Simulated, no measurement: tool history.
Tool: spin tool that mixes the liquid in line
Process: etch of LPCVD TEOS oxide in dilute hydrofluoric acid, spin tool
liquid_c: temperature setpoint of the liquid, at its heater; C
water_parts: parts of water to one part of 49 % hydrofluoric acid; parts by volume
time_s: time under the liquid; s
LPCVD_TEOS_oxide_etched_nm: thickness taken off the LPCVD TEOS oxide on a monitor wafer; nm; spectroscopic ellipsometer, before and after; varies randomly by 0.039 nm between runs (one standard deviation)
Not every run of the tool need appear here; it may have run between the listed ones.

| run | hour | liquid_c | water_parts | time_s | LPCVD_TEOS_oxide_etched_nm |
|---|---|---|---|---|---|
| 1 | 0.0 | 22.0 | 185 | 45 | 5.2969 |
| 2 | 5.0 | 23.5 | 180 | 45 | 5.8849 |
| 3 | 13.2 | 20.0 | 180 | 45 | 5.1237 |
| 4 | 21.5 | 22.5 | 180 | 45 | 5.6633 |
| 5 | 27.2 | 22.5 | 245 | 45 | 3.8334 |
| 6 | 27.9 | 22.5 | 245 | 35 | 3.0159 |
|  | 32.2 | thermometer replaced |
| 7 | 32.2 | 26.5 | 175 | 35 | 4.9261 |

What does the tool deliver on the next run?
| 8 | 39.2 | 26.5 | 160 | 35 | ? |

LPCVD_TEOS_oxide_etched_nm: 5.4530 nm
